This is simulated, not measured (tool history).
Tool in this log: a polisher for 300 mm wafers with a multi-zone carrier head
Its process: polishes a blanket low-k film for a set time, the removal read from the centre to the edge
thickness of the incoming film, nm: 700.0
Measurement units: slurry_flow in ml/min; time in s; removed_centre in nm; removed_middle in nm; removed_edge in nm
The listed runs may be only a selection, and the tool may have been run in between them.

{"run": 1, "hour": 0.0, "slurry_flow": 260, "centre_zone": 1.0, "middle_zone": 1.0, "edge_zone": 1.0, "slurry_solids": 1.0, "time": 39, "removed_centre": 10.249, "removed_middle": 10.74, "removed_edge": 10.33}
{"run": 2, "hour": 4.3, "slurry_flow": 260, "centre_zone": 1.0, "middle_zone": 1.0, "edge_zone": 0.95, "slurry_solids": 1.0, "time": 39, "removed_centre": 10.268, "removed_middle": 10.539, "removed_edge": 10.166}
{"run": 3, "hour": 13.1, "slurry_flow": 260, "centre_zone": 1.0, "middle_zone": 1.0, "edge_zone": 0.95, "slurry_solids": 1.2, "time": 39, "removed_centre": 11.233, "removed_middle": 11.785, "removed_edge": 10.706}
{"run": 4, "hour": 17.7, "slurry_flow": 290, "centre_zone": 1.0, "middle_zone": 1.0, "edge_zone": 0.95, "slurry_solids": 1.2, "time": 39, "removed_centre": 11.353, "removed_middle": 11.738, "removed_edge": 10.942}
{"run": 5, "hour": 23.2, "slurry_flow": 270, "centre_zone": 1.0, "middle_zone": 1.03, "edge_zone": 0.91, "slurry_solids": 1.0, "time": 38, "removed_centre": 10.155, "removed_middle": 10.789, "removed_edge": 9.6375}
{"run": 6, "hour": 29.0, "slurry_flow": 270, "centre_zone": 1.0, "middle_zone": 0.97, "edge_zone": 0.91, "slurry_solids": 1.0, "time": 38, "removed_centre": 10.224, "removed_middle": 10.167, "removed_edge": 9.793}
{"hour": 30.6, "done": "slurry nozzle cleaned"}
{"run": 7, "hour": 30.6, "slurry_flow": 265, "centre_zone": 1.0, "middle_zone": 0.99, "edge_zone": 0.88, "slurry_solids": 0.85, "time": 37, "removed_centre": 9.4815, "removed_middle": 9.5902, "removed_edge": 8.7642}
{"run": 8, "hour": 35.0, "slurry_flow": 255, "centre_zone": 0.91, "middle_zone": 0.95, "edge_zone": 0.84, "slurry_solids": 0.6, "time": 36, "removed_centre": 6.8555, "removed_middle": 7.3376, "removed_edge": 6.5748}
{"run": 9, "hour": 36.8, "slurry_flow": 265, "centre_zone": 0.92, "middle_zone": 0.96, "edge_zone": 0.86, "slurry_solids": 0.6, "time": 36, "removed_centre": 6.9088, "removed_middle": 7.3593, "removed_edge": 6.7349}
{"run": 10, "hour": 39.0, "slurry_flow": 265, "centre_zone": 0.92, "middle_zone": 0.96, "edge_zone": 0.86, "slurry_solids": 0.6, "time": 36, "removed_centre": 6.9368, "removed_middle": 7.3177, "removed_edge": 6.6741}

Run 11 is up next; what results do you expect?
{"run": 11, "hour": 47.1, "slurry_flow": 265, "centre_zone": 0.93, "middle_zone": 0.98, "edge_zone": 0.87, "slurry_solids": 0.6, "time": 36, "removed_centre": "?", "removed_middle": "?", "removed_edge": "?"}

{"run 11": {"removed_centre": 7.01, "removed_middle": 7.3931, "removed_edge": 6.754}}

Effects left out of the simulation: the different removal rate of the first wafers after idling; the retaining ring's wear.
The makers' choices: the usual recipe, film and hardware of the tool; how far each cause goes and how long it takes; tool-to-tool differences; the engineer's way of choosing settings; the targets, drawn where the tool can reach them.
